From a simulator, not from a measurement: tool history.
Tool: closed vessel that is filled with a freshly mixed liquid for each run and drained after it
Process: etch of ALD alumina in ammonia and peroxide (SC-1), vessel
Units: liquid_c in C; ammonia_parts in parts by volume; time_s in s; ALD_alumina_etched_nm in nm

run 1 hour=0 | liquid_c=50 ammonia_parts=0.9 time_s=165 | ALD_alumina_etched_nm=12.653
run 2 hour=3.7 | liquid_c=52 ammonia_parts=0.9 time_s=165 | ALD_alumina_etched_nm=14.145
run 3 hour=10.5 | liquid_c=52 ammonia_parts=1 time_s=165 | ALD_alumina_etched_nm=14.299
run 4 hour=17.2 | liquid_c=53.5 ammonia_parts=1 time_s=165 | ALD_alumina_etched_nm=15.371
run 5 hour=24.3 | liquid_c=53.5 ammonia_parts=1 time_s=130 | ALD_alumina_etched_nm=12.253
run 6 hour=29.5 | liquid_c=55.5 ammonia_parts=1 time_s=135 | ALD_alumina_etched_nm=14.124
run 7 hour=33.5 | liquid_c=57 ammonia_parts=1 time_s=140 | ALD_alumina_etched_nm=15.821
run 8 hour=41.9 | liquid_c=57 ammonia_parts=1 time_s=140 | ALD_alumina_etched_nm=15.828
run 9 hour=44.6 | liquid_c=58.5 ammonia_parts=1 time_s=140 | ALD_alumina_etched_nm=17.194
run 10 hour=52.1 | liquid_c=59.5 ammonia_parts=1 time_s=140 | ALD_alumina_etched_nm=18.135
run 11 hour=54.2 | liquid_c=60.5 ammonia_parts=1 time_s=140 | ALD_alumina_etched_nm=18.951
run 12 hour=59.4 | liquid_c=61 ammonia_parts=1 time_s=140 | ALD_alumina_etched_nm=19.357
run 13 hour=66.9 | liquid_c=61.5 ammonia_parts=1 time_s=140 | ALD_alumina_etched_nm=20

Run 14 comes next. What will it give?
run 14 hour=73.6 | liquid_c=62 ammonia_parts=1 time_s=140 | ALD_alumina_etched_nm=?

{"run 14": {"ALD_alumina_etched_nm": 20.433}}
